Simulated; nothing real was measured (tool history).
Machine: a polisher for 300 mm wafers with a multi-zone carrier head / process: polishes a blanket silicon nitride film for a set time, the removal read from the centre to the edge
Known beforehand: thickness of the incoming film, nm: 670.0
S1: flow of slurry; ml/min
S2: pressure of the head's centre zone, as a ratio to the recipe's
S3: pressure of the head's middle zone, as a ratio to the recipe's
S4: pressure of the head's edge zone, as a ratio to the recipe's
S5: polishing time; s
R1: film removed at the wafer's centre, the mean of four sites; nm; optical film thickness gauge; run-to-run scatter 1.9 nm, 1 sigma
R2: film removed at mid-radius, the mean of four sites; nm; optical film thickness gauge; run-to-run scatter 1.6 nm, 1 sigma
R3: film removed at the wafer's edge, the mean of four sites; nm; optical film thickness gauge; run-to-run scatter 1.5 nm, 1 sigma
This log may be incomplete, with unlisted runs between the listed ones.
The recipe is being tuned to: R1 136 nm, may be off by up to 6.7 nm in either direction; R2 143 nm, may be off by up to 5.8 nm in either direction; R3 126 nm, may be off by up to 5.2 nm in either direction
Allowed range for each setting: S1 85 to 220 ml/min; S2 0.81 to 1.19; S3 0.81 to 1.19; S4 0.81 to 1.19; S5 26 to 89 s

run    day   S1    S2    S3    S4  S5      R1      R2      R3
  1      0  140     1     1     1  57  89.597  90.312   85.45
  2   0.35  140     1     1     1  43  67.934  66.811  65.102
  3  0.375  140     1     1  1.04  43  65.569  65.885  67.716
  4  0.654  140  1.03     1  1.04  43  68.632  67.197  66.636
  5    0.8  140  1.03  0.95  1.04  43  69.767    64.4  67.127
  6   0.95  140  1.03  0.95  1.04  55  88.663  83.844  85.119
  7  1.167  140  1.03  0.95  1.04  55  86.032  82.813  83.688
  8  1.346  145  1.04  0.96  1.05  57  92.008  88.522   89.39
  9  1.592  150  1.05  0.98  1.05  58  96.242  91.213   91.61
 10  1.829  150  1.05     1  1.05  60  100.02  95.238  94.484
 11  1.983  155  1.05  1.01  1.05  62   103.3  98.691  98.177

4 next moves are on the table. One of them brings every result within its allowed miss. Which?
  A  2.138  120   0.9     1  1.16  88   ?   ?   ?
  B  2.138  220  1.14  0.85  1.19  41   ?   ?   ?
  C  2.138  160  1.06  0.93  1.19  45   ?   ?   ?
  D  2.138  170     1  1.07  0.92  83   ?   ?   ?

move      R1      R2      R3
   A  115.36  131.77  137.48
   B   77.77  61.857  70.789
   C  74.911  68.445  74.716
   D  132.06  140.67  122.18
A: nearer than the last run, and not there yet
B: moves away from the targets compared with the last run
C: moves away from the targets compared with the last run
D: every result lands within tolerance
Move D is the one to make.

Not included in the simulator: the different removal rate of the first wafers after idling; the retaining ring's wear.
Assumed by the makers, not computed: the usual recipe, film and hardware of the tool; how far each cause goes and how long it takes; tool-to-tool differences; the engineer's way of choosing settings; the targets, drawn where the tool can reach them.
